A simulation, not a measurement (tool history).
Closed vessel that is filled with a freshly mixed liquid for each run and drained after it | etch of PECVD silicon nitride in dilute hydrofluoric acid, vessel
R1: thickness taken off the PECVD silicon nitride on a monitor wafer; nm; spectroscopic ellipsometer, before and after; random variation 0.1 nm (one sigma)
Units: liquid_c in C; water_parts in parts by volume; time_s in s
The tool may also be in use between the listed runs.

run 1 day=0.000 | liquid_c=22.0 water_parts=205 time_s=1855 | R1=19.597
run 2 day=0.342 | liquid_c=22.0 water_parts=205 time_s=1985 | R1=20.966
run 3 day=0.717 | liquid_c=21.5 water_parts=205 time_s=1985 | R1=20.393
run 4 day=0.938 | liquid_c=24.5 water_parts=205 time_s=1985 | R1=24.584
run 5 day=1.288 | liquid_c=23.5 water_parts=205 time_s=1985 | R1=23.139
run 6 day=1.421 | liquid_c=23.5 water_parts=205 time_s=1855 | R1=21.543
run 7 day=1.725 | liquid_c=23.0 water_parts=205 time_s=1855 | R1=21.189
run 8 day=1.967 | liquid_c=22.5 water_parts=205 time_s=1855 | R1=20.229
run 9 day=2.204 | liquid_c=22.0 water_parts=205 time_s=1855 | R1=19.693
run 10 day=2.483 | liquid_c=21.5 water_parts=205 time_s=1855 | R1=19.130
run 11 day=2.733 | liquid_c=21.0 water_parts=205 time_s=1855 | R1=18.358
run 12 day=2.829 | liquid_c=20.0 water_parts=205 time_s=1855 | R1=17.185

Forecast run 13:
run 13 day=3.000 | liquid_c=19.5 water_parts=205 time_s=1855 | R1=?

{"run 13": {"R1": 16.753}}

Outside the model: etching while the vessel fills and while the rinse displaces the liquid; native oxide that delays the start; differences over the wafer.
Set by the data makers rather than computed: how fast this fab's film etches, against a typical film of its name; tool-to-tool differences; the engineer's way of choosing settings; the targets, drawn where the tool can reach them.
